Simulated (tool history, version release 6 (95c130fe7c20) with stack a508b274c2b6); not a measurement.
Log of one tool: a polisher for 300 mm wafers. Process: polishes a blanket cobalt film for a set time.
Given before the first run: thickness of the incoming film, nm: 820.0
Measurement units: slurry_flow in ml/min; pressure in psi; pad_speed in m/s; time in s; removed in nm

| run | hour | slurry_flow | pressure | pad_speed | time | removed |
|---|---|---|---|---|---|---|
| 1 | 0 | 140 | 1.5 | 0.88 | 89 | 254.27 |
| 2 | 4.4 | 140 | 1.4 | 0.88 | 89 | 234.48 |
| 3 | 7.6 | 140 | 1.3 | 0.88 | 89 | 229.1 |
| 4 | 10.2 | 140 | 1.2 | 0.86 | 89 | 207.11 |
| 5 | 18 | 140 | 1.2 | 0.86 | 93 | 215.99 |
| 6 | 23.9 | 140 | 1.2 | 0.86 | 89 | 205.18 |

Run 7 is up next; what results do you expect?
| 7 | 29 | 140 | 1.2 | 0.86 | 89 | ? |

Run 7 gave removed 210.75 nm.
